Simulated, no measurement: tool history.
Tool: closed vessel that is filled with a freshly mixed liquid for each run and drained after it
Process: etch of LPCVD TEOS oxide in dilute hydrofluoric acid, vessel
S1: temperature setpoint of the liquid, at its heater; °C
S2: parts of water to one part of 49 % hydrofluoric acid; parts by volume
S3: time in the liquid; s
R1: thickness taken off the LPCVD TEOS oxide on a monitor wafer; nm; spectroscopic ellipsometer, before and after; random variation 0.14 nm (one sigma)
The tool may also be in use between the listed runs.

run  hour    S1   S2  S3      R1
  1     0    22  140  30  8.1469
  2   4.7    22  180  30  6.0867
  3   6.6    25  180  30  6.7303
  4  14.7  26.5  180  30  7.1214
     16.2  -- hydrofluoric acid flow meter replaced
  5  16.2  26.5  180  30  7.5771
  6  22.3    27  165  30  8.5416
  7  28.2  27.5  155  30  9.4877

The next listed run, before its measurement:
  8  29.9  28  145  30   ?

R1: 10.656 nm
